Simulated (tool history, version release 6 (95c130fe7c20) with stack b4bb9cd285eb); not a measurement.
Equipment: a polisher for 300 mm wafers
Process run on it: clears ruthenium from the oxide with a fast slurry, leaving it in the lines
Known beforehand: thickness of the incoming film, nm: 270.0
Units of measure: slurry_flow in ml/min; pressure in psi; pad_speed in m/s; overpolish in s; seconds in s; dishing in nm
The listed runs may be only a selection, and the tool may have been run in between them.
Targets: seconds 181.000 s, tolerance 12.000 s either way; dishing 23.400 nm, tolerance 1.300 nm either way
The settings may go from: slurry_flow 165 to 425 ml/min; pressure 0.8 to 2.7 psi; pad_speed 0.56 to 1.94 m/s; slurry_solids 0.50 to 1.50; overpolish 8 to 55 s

{"run": 1, "hour": 0.0, "slurry_flow": 275, "pressure": 1.7, "pad_speed": 1.24, "slurry_solids": 1.0, "overpolish": 28, "seconds": 86.904, "dishing": 71.459}
{"run": 2, "hour": 8.0, "slurry_flow": 235, "pressure": 1.7, "pad_speed": 1.24, "slurry_solids": 1.0, "overpolish": 28, "seconds": 86.673, "dishing": 73.037}
{"run": 3, "hour": 14.1, "slurry_flow": 290, "pressure": 1.6, "pad_speed": 1.06, "slurry_solids": 1.0, "overpolish": 22, "seconds": 107.04, "dishing": 52.139}
{"run": 4, "hour": 18.8, "slurry_flow": 290, "pressure": 1.6, "pad_speed": 1.06, "slurry_solids": 1.1, "overpolish": 22, "seconds": 102.05, "dishing": 51.774}
{"run": 5, "hour": 23.5, "slurry_flow": 290, "pressure": 1.6, "pad_speed": 1.06, "slurry_solids": 1.1, "overpolish": 13, "seconds": 103.44, "dishing": 34.527}
{"run": 6, "hour": 29.3, "slurry_flow": 290, "pressure": 1.6, "pad_speed": 0.82, "slurry_solids": 1.1, "overpolish": 13, "seconds": 127.96, "dishing": 27.67}
{"run": 7, "hour": 32.5, "slurry_flow": 285, "pressure": 1.4, "pad_speed": 0.82, "slurry_solids": 1.1, "overpolish": 13, "seconds": 148.4, "dishing": 24.919}
{"run": 8, "hour": 39.1, "slurry_flow": 275, "pressure": 1.3, "pad_speed": 0.82, "slurry_solids": 1.05, "overpolish": 14, "seconds": 167.64, "dishing": 24.29}
{"run": 9, "hour": 42.1, "slurry_flow": 270, "pressure": 1.3, "pad_speed": 0.82, "slurry_solids": 1.05, "overpolish": 14, "seconds": 165.28, "dishing": 23.964}
{"run": 10, "hour": 49.7, "slurry_flow": 265, "pressure": 1.3, "pad_speed": 0.82, "slurry_solids": 1.05, "overpolish": 14, "seconds": 162.16, "dishing": 24.243}
{"run": 11, "hour": 51.0, "slurry_flow": 265, "pressure": 1.3, "pad_speed": 0.82, "slurry_solids": 1.05, "overpolish": 14, "seconds": 164.69, "dishing": 24.674}

Which one of the following 5 next-run settings gets every result inside its allowed miss? There is exactly one.
{"run": "A", "hour": 52.3, "slurry_flow": 190, "pressure": 1.2, "pad_speed": 0.92, "slurry_solids": 1.1, "overpolish": 13, "seconds": "?", "dishing": "?"}
{"run": "B", "hour": 52.3, "slurry_flow": 335, "pressure": 1.2, "pad_speed": 0.78, "slurry_solids": 1.1, "overpolish": 15, "seconds": "?", "dishing": "?"}
{"run": "C", "hour": 52.3, "slurry_flow": 370, "pressure": 1.7, "pad_speed": 0.6, "slurry_solids": 0.75, "overpolish": 18, "seconds": "?", "dishing": "?"}
{"run": "D", "hour": 52.3, "slurry_flow": 345, "pressure": 0.9, "pad_speed": 1.06, "slurry_solids": 1.5, "overpolish": 14, "seconds": "?", "dishing": "?"}
{"run": "E", "hour": 52.3, "slurry_flow": 305, "pressure": 1.5, "pad_speed": 0.56, "slurry_solids": 1.0, "overpolish": 20, "seconds": "?", "dishing": "?"}

move=A seconds=161.760 dishing=23.359
move=B seconds=180.980 dishing=24.025
move=C seconds=187.410 dishing=27.442
move=D seconds=160.330 dishing=25.187
move=E seconds=207.480 dishing=27.530
A: moves away from the targets compared with the last run
B: hits every target within its allowed miss
C: the furthest-off result lands on target, but another misses its tolerance
D: moves away from the targets compared with the last run
E: takes the biggest miss from the last run beyond its target
The move that meets every target is B.
